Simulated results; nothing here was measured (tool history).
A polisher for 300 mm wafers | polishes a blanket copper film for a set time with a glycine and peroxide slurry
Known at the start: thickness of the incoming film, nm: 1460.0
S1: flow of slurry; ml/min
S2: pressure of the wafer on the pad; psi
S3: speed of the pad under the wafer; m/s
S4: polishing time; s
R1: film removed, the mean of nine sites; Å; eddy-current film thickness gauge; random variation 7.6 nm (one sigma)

run,hour,S1,S2,S3,S4,R1
1,0.0,270,2.7,1.10,76,4938.0
2,2.6,270,2.9,1.10,76,5098.7
3,7.8,270,2.9,0.92,76,4493.4
4,16.3,270,2.3,0.92,76,3845.1
5,20.5,270,2.7,0.92,76,4168.5
6,21.4,270,2.2,0.92,76,3797.7
7,28.9,270,2.5,0.98,76,4270.2
8,29.7,270,2.7,1.02,76,4555.8
9,34.5,270,2.9,1.06,76,5087.9
10,36.9,270,2.9,1.06,76,4980.9

The next listed run, before its measurement:
11,38.6,270,3.1,1.08,76,?

Run 11 gave R1 5401.9 Å.

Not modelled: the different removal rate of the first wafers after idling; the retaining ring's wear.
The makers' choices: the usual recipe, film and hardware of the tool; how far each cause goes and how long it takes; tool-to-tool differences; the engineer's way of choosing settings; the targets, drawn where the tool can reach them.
